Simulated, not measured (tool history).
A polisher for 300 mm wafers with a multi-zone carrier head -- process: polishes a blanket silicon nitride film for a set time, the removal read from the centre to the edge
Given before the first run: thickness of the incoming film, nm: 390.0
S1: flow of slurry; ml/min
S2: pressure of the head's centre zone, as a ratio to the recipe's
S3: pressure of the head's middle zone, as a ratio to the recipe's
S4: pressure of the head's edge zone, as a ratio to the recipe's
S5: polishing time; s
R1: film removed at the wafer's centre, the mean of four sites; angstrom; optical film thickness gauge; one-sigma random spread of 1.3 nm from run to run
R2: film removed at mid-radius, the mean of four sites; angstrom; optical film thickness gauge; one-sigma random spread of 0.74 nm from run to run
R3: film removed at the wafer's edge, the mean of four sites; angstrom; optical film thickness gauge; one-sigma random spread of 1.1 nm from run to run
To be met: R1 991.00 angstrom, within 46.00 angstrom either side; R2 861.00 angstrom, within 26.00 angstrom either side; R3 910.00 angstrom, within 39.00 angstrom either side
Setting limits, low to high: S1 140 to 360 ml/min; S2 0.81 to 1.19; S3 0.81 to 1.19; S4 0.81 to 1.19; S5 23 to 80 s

| run | hour | S1 | S2 | S3 | S4 | S5 | R1 | R2 | R3 |
|---|---|---|---|---|---|---|---|---|---|
| 1 | 0.0 | 230 | 1.00 | 1.00 | 1.00 | 51 | 1129.20 | 1121.40 | 1158.60 |
| 2 | 8.0 | 230 | 1.01 | 0.98 | 0.98 | 50 | 1094.10 | 1081.00 | 1089.60 |
| 3 | 12.1 | 230 | 1.01 | 1.02 | 0.98 | 50 | 1091.00 | 1133.20 | 1093.10 |
| 4 | 14.2 | 225 | 1.01 | 0.99 | 0.96 | 49 | 1091.40 | 1063.10 | 1084.00 |
| 5 | 17.9 | 175 | 1.01 | 0.99 | 0.96 | 49 | 1027.80 | 1007.70 | 1039.50 |
| 6 | 22.8 | 175 | 1.02 | 0.98 | 0.94 | 48 | 993.94 | 998.15 | 1010.70 |
| 7 | 27.7 | 180 | 1.12 | 0.88 | 0.90 | 42 | 966.10 | 821.50 | 878.30 |
| 8 | 28.4 | 185 | 1.12 | 0.88 | 0.90 | 42 | 966.36 | 821.38 | 881.25 |
| 9 | 36.2 | 190 | 1.12 | 0.88 | 0.90 | 42 | 989.49 | 829.19 | 877.34 |
| 10 | 43.9 | 190 | 1.12 | 0.88 | 0.91 | 42 | 978.45 | 825.18 | 855.96 |
| 11 | 45.4 | 190 | 1.11 | 0.88 | 0.91 | 42 | 965.28 | 817.38 | 860.68 |
| 12 | 46.8 | 190 | 1.11 | 0.89 | 0.92 | 42 | 964.37 | 841.63 | 893.06 |
| 13 | 50.4 | 195 | 1.11 | 0.89 | 0.92 | 42 | 967.30 | 840.87 | 911.42 |

4 next moves are on the table. One of them brings every result within its allowed miss. Which?
| A | 54.0 | 140 | 1.08 | 0.87 | 1.01 | 44 | ? | ? | ? |
| B | 54.0 | 220 | 1.07 | 0.86 | 0.86 | 43 | ? | ? | ? |
| C | 54.0 | 185 | 1.11 | 0.87 | 1.01 | 45 | ? | ? | ? |
| D | 54.0 | 250 | 1.05 | 0.92 | 0.97 | 40 | ? | ? | ? |

| move | R1 | R2 | R3 |
|---|---|---|---|
| A | 934.42 | 813.87 | 935.73 |
| B | 1001.20 | 863.27 | 905.26 |
| C | 1045.20 | 884.12 | 999.77 |
| D | 935.96 | 852.53 | 901.57 |
A: moves away from the targets compared with the last run
B: every result within its allowed miss
C: meets the target for the result that was furthest off, but another lies outside its allowed miss
D: meets the target for the result that was furthest off, but another lies outside its allowed miss
Go with B: it meets all targets.
